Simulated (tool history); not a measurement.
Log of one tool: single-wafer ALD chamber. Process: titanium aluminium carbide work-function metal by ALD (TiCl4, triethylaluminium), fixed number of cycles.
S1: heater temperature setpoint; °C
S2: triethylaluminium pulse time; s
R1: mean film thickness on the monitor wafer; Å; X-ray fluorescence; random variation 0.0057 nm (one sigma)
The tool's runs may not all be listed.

Run 1, hour 0.0: S1 315 °C, S2 7.91 s. Result: R1 20.965 Å.
Run 2, hour 8.1: S1 315 °C, S2 8.81 s. Result: R1 21.400 Å.
Run 3, hour 12.3: S1 310 °C, S2 8.81 s. Result: R1 20.935 Å.
Run 4, hour 13.9: S1 315 °C, S2 9.36 s. Result: R1 21.509 Å.
Run 5, hour 14.5: S1 315 °C, S2 10.74 s. Result: R1 21.988 Å.
Run 6, hour 22.8: S1 319 °C, S2 11.24 s. Result: R1 22.428 Å.
Run 7, hour 29.1: S1 323 °C, S2 11.68 s. Result: R1 22.896 Å.
Run 8, hour 30.9: S1 326 °C, S2 12.01 s. Result: R1 23.256 Å.

What does the tool deliver on the next run?
Run 9, hour 32.5: S1 326 °C, S2 12.01 s. Result: R1 ?.

R1: 23.141 Å
